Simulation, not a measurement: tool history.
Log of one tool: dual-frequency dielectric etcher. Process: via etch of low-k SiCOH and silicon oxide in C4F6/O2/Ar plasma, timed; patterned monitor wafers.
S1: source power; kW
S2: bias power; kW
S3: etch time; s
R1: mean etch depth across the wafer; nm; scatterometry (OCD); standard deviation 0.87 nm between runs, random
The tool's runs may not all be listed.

| run | hour | S1 | S2 | S3 | R1 |
|---|---|---|---|---|---|
| 1 | 0 | 0.33 | 0.155 | 69 | 171.57 |
| 2 | 7.5 | 0.35 | 0.16 | 69 | 178.4 |
| 3 | 14 | 0.35 | 0.135 | 69 | 167.7 |
| 4 | 17.7 | 0.35 | 0.135 | 69 | 166.94 |
| 5 | 19.3 | 0.3 | 0.135 | 69 | 155.92 |
| 6 | 23.9 | 0.28 | 0.135 | 69 | 151.29 |
| 7 | 32.2 | 0.32 | 0.141 | 69 | 164.21 |

Forecast run 8:
| 8 | 35.6 | 0.35 | 0.146 | 69 | ? |

Run 8 gave R1 171.82 nm.

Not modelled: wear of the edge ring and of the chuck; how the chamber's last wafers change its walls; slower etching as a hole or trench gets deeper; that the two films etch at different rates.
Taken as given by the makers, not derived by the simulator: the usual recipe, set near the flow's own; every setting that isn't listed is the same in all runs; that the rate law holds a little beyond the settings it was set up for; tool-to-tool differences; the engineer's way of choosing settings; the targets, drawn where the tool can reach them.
